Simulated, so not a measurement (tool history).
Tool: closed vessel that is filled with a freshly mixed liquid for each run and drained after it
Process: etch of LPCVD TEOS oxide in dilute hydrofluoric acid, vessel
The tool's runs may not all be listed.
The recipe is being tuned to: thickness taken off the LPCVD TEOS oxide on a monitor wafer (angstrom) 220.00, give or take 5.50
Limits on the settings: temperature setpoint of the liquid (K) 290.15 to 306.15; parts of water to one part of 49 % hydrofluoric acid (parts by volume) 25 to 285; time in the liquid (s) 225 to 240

run,day,temperature setpoint of the liquid (K),parts of water to one part of 49 % hydrofluoric acid (parts by volume),time in the liquid (s),thickness taken off the LPCVD TEOS oxide on a monitor wafer (angstrom)
1,0.000,298.15,155,225,276.53
2,0.346,298.15,155,240,296.37
3,0.404,298.15,155,225,278.74
4,0.454,295.65,155,225,251.66
5,0.583,295.65,155,240,268.54
6,0.633,298.15,155,240,293.68
7,0.850,297.15,155,240,282.09
8,0.950,296.15,155,240,274.66
9,1.054,295.15,155,240,262.06
10,1.125,294.65,155,240,257.45
11,1.412,294.15,155,240,254.26

Consider the 4 candidate settings below. Which is the only one whose results all fall within their allowed miss of target?
A,1.700,294.65,130,240,?
B,1.700,293.15,160,225,?
C,1.700,294.15,180,225,?
D,1.700,296.65,130,225,?

move,thickness taken off the LPCVD TEOS oxide on a monitor wafer (angstrom)
A,317.76
B,220.89
C,200.03
D,322.28
A: the biggest miss grows against the last run
B: each result inside its tolerance
C: carries the result that was furthest off beyond its target, to the other side
D: the biggest miss grows against the last run
B is the move that brings every result within its allowed miss.

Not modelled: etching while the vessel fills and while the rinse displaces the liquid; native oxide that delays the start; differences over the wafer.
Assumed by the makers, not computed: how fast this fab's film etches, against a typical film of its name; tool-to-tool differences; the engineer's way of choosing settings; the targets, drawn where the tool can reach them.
